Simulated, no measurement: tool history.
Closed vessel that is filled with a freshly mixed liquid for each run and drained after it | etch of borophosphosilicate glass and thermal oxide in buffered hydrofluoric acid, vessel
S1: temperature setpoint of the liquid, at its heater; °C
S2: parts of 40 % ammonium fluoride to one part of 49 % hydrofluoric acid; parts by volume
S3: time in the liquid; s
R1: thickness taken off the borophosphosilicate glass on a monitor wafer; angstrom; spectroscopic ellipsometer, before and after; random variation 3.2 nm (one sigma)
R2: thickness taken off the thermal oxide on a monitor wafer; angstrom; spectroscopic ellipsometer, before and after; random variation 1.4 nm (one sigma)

Run 1, hour 0: S1 22 °C, S2 7 parts by volume, S3 60 s. Result: R1 1486.4 angstrom, R2 874.21 angstrom.
Run 2, hour 6.1: S1 20 °C, S2 7 parts by volume, S3 60 s. Result: R1 1337.6 angstrom, R2 778.13 angstrom.
Run 3, hour 13.2: S1 20 °C, S2 5 parts by volume, S3 60 s. Result: R1 1784.2 angstrom, R2 1045.8 angstrom.
Run 4, hour 18.3: S1 22 °C, S2 5 parts by volume, S3 60 s. Result: R1 1971.7 angstrom, R2 1156.1 angstrom.
Run 5, hour 26.7: S1 23.5 °C, S2 5 parts by volume, S3 60 s. Result: R1 2194.9 angstrom, R2 1266.6 angstrom.
Run 6, hour 30.5: S1 25 °C, S2 5 parts by volume, S3 60 s. Result: R1 2350.4 angstrom, R2 1367.7 angstrom.
Run 7, hour 33.9: S1 26 °C, S2 5 parts by volume, S3 60 s. Result: R1 2439.1 angstrom, R2 1438.3 angstrom.

Forecast run 8:
Run 8, hour 41.9: S1 27 °C, S2 5 parts by volume, S3 60 s. Result: R1 ?, R2 ?.

{"run 8": {"R1": 2617.5, "R2": 1517.6}}
